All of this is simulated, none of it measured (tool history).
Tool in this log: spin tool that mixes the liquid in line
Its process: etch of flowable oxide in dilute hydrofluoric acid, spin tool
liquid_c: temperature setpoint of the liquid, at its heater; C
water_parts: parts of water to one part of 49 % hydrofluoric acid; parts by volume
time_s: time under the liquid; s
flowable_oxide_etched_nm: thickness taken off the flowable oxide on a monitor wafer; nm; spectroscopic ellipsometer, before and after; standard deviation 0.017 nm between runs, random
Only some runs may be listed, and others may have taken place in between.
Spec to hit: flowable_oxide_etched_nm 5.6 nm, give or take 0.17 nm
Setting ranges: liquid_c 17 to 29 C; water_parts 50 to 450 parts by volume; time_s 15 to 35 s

run    day  liquid_c  water_parts  time_s  flowable_oxide_etched_nm
  1      0        21          250      35                    3.2476
  2  0.233        22          240      35                    3.5677
  3  0.292        22          240      35                    3.5505
  4   0.55        23          235      35                    3.8146
      0.65  -- hydrofluoric acid flow meter replaced
  5   0.65        23          235      35                    3.3972
  6  0.858        23          200      35                    4.1103
  7  1.088      23.5          190      35                     4.471
  8  1.183        24          185      35                    4.6986
  9  1.442        24          185      35                    4.6893
 10  1.588      24.5          185      35                    4.7654
 11  1.733        25          185      35                     4.888
 12  1.862      25.5          185      35                    4.9661
 13  1.996        26          185      35                    5.0772
 14  2.238      26.5          185      35                     5.161
 15  2.558        27          185      35                    5.2468

Next run, 4 choices. One meets every target within its allowed miss, the rest don't. Which?
  A  2.879        29          100      15                         ?
  B  2.879      27.5          180      35                         ?
  C  2.879        27          190      35                         ?
  D  2.879      24.5          180      35                         ?

move  flowable_oxide_etched_nm
   A                     4.992
   B                    5.5264
   C                    5.0819
   D                    4.9509
A: misses by more than the last run did
B: all results in spec
C: misses by more than the last run did
D: misses by more than the last run did
B is the move that brings every result within its allowed miss.

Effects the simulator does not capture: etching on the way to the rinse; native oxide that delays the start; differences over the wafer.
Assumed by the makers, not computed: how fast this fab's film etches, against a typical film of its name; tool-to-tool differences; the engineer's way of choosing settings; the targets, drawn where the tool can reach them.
